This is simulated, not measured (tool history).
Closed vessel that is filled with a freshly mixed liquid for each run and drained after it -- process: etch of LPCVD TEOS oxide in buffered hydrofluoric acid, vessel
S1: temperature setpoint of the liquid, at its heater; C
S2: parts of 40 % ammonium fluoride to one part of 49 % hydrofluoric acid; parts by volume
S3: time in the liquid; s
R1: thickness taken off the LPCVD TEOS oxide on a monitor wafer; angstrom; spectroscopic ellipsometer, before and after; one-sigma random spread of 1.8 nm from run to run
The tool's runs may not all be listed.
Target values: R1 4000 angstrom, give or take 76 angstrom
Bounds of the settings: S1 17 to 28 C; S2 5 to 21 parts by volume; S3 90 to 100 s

Run 1, hour 0: S1 20 C, S2 13 parts by volume, S3 90 s. Result: R1 1816.3 angstrom.
Run 2, hour 4.6: S1 22 C, S2 13 parts by volume, S3 90 s. Result: R1 2051.1 angstrom.
Run 3, hour 7.4: S1 23 C, S2 12 parts by volume, S3 90 s. Result: R1 2322.4 angstrom.
Run 4, hour 9.2: S1 23 C, S2 13.5 parts by volume, S3 90 s. Result: R1 2060.3 angstrom.
Run 5, hour 15.5: S1 25.5 C, S2 13.5 parts by volume, S3 90 s. Result: R1 2384.4 angstrom.
Run 6, hour 18.1: S1 26 C, S2 12.5 parts by volume, S3 90 s. Result: R1 2641.5 angstrom.
Run 7, hour 25.8: S1 26.5 C, S2 11.5 parts by volume, S3 90 s. Result: R1 2934.8 angstrom.
Run 8, hour 31.4: S1 27 C, S2 11 parts by volume, S3 90 s. Result: R1 3149.1 angstrom.
Run 9, hour 34.9: S1 27 C, S2 10.5 parts by volume, S3 90 s. Result: R1 3304 angstrom.

Exercise: of the 4 proposed moves below, exactly one satisfies all targets within the stated allowed misses. Which move is it?
Run A, hour 38.4: S1 27.5 C, S2 9.5 parts by volume, S3 95 s. Result: R1 ?.
Run B, hour 38.4: S1 28 C, S2 9.5 parts by volume, S3 90 s. Result: R1 ?.
Run C, hour 38.4: S1 24 C, S2 7.5 parts by volume, S3 95 s. Result: R1 ?.
Run D, hour 38.4: S1 28 C, S2 9.5 parts by volume, S3 100 s. Result: R1 ?.

move      R1
   A  3888.7
   B  3783.3
   C  4059.1
   D  4203.7
A: better than the last run, though not everything is in spec
B: better than the last run, though not everything is in spec
C: every result lands within tolerance
D: takes the biggest miss from the last run beyond its target
The right move is C.

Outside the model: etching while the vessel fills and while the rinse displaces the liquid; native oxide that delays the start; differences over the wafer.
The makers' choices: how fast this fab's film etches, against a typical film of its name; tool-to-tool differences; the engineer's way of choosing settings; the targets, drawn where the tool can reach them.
